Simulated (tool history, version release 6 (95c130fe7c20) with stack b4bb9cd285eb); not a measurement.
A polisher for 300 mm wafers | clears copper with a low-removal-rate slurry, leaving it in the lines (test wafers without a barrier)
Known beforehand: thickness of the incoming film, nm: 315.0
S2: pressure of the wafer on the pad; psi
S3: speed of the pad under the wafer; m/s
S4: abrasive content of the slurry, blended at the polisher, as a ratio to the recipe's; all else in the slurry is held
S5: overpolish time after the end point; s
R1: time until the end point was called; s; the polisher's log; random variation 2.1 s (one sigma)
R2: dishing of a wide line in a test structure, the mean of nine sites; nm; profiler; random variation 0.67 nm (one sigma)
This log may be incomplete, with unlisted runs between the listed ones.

{"run": 1, "hour": 0.0, "flow of slurry (ml/min)": 125, "S2": 3.2, "S3": 0.86, "S4": 1.0, "S5": 25, "R1": 142.52, "R2": 40.05}
{"run": 2, "hour": 5.4, "flow of slurry (ml/min)": 150, "S2": 3.2, "S3": 0.86, "S4": 1.0, "S5": 25, "R1": 135.74, "R2": 40.516}
{"run": 3, "hour": 9.0, "flow of slurry (ml/min)": 150, "S2": 3.2, "S3": 1.06, "S4": 1.0, "S5": 25, "R1": 108.07, "R2": 48.983}
{"run": 4, "hour": 10.4, "flow of slurry (ml/min)": 150, "S2": 3.2, "S3": 0.98, "S4": 1.0, "S5": 25, "R1": 124.55, "R2": 44.987}
{"run": 5, "hour": 12.7, "flow of slurry (ml/min)": 150, "S2": 3.2, "S3": 0.9, "S4": 1.0, "S5": 25, "R1": 132.77, "R2": 42.399}
{"run": 6, "hour": 20.5, "flow of slurry (ml/min)": 150, "S2": 3.3, "S3": 0.9, "S4": 1.0, "S5": 26, "R1": 127.16, "R2": 45.23}
{"run": 7, "hour": 28.0, "flow of slurry (ml/min)": 145, "S2": 3.4, "S3": 0.9, "S4": 1.0, "S5": 27, "R1": 122.88, "R2": 46.698}
{"run": 8, "hour": 28.6, "flow of slurry (ml/min)": 140, "S2": 3.4, "S3": 0.92, "S4": 1.0, "S5": 29, "R1": 122.53, "R2": 49.923}
{"run": 9, "hour": 36.2, "flow of slurry (ml/min)": 135, "S2": 3.4, "S3": 0.92, "S4": 1.0, "S5": 30, "R1": 126.51, "R2": 52.046}
{"run": 10, "hour": 40.8, "flow of slurry (ml/min)": 135, "S2": 3.5, "S3": 0.92, "S4": 1.0, "S5": 31, "R1": 121.71, "R2": 53.679}
{"run": 11, "hour": 43.6, "flow of slurry (ml/min)": 135, "S2": 3.5, "S3": 0.92, "S4": 1.0, "S5": 32, "R1": 123.84, "R2": 54.696}
{"run": 12, "hour": 51.1, "flow of slurry (ml/min)": 135, "S2": 3.5, "S3": 0.92, "S4": 1.0, "S5": 33, "R1": 119.68, "R2": 55.525}
{"run": 13, "hour": 57.2, "flow of slurry (ml/min)": 135, "S2": 3.5, "S3": 0.92, "S4": 1.0, "S5": 34, "R1": 118.86, "R2": 57.352}

Run 14 is up next; what results do you expect?
{"run": 14, "hour": 63.4, "flow of slurry (ml/min)": 135, "S2": 3.5, "S3": 0.92, "S4": 1.0, "S5": 35, "R1": "?", "R2": "?"}

R1: 118.91 s
R2: 59.436 nm
